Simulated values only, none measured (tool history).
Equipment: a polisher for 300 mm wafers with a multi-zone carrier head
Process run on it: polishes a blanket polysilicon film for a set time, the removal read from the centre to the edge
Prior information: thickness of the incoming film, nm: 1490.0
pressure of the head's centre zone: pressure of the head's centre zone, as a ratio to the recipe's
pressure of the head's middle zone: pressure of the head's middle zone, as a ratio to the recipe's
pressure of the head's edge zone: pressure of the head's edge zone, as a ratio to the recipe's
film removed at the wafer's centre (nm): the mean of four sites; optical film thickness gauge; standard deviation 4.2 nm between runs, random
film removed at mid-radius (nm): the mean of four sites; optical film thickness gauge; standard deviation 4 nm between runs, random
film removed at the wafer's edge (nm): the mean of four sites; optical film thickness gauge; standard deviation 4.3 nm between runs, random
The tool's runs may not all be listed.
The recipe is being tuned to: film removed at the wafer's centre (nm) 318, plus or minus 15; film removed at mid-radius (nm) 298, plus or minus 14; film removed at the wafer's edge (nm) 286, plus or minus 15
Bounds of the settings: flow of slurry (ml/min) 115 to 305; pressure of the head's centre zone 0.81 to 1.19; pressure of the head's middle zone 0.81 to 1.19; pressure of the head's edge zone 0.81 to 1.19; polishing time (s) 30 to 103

| run | hour | flow of slurry (ml/min) | pressure of the head's centre zone | pressure of the head's middle zone | pressure of the head's edge zone | polishing time (s) | film removed at the wafer's centre (nm) | film removed at mid-radius (nm) | film removed at the wafer's edge (nm) |
|---|---|---|---|---|---|---|---|---|---|
| 1 | 0 | 195 | 1 | 1 | 1 | 66 | 461.41 | 448.84 | 453.36 |
| 2 | 0.8 | 195 | 1 | 1 | 1.07 | 66 | 457.71 | 458.05 | 465.29 |
| 3 | 6.1 | 195 | 1.01 | 1 | 1.05 | 62 | 439.7 | 434.18 | 433.05 |
| 4 | 14.5 | 195 | 1.01 | 1 | 1.04 | 59 | 409.76 | 423.59 | 423.19 |
| 5 | 23.1 | 195 | 1.03 | 0.99 | 1.01 | 56 | 399.71 | 388.12 | 388.88 |
| 6 | 28.6 | 195 | 1.04 | 0.99 | 1 | 54 | 393.46 | 371.56 | 373.72 |
| 7 | 36.9 | 195 | 1.04 | 0.99 | 0.99 | 52 | 366.19 | 373.41 | 360.83 |
| 8 | 44.4 | 180 | 1.14 | 0.89 | 0.89 | 38 | 300.92 | 242.57 | 247.79 |

4 candidate next runs follow, results not yet known. Just one meets every target within its allowed miss. Identify it.
| A | 51.9 | 200 | 1 | 1.19 | 0.81 | 40 | ? | ? | ? |
| B | 51.9 | 215 | 0.97 | 1.19 | 0.81 | 40 | ? | ? | ? |
| C | 51.9 | 210 | 1.1 | 1.03 | 0.99 | 41 | ? | ? | ? |
| D | 51.9 | 210 | 1 | 1.06 | 0.81 | 40 | ? | ? | ? |

| move | film removed at the wafer's centre (nm) | film removed at mid-radius (nm) | film removed at the wafer's edge (nm) |
|---|---|---|---|
| A | 284.81 | 331.41 | 251.89 |
| B | 278.79 | 334.25 | 253.46 |
| C | 323.05 | 302.66 | 284.82 |
| D | 286.37 | 302.59 | 253.38 |
A: takes the result that was furthest off past its target
B: takes the result that was furthest off past its target
C: in spec on every target
D: corrects the largest miss of the last run, while another result sits out of spec
C meets every target.
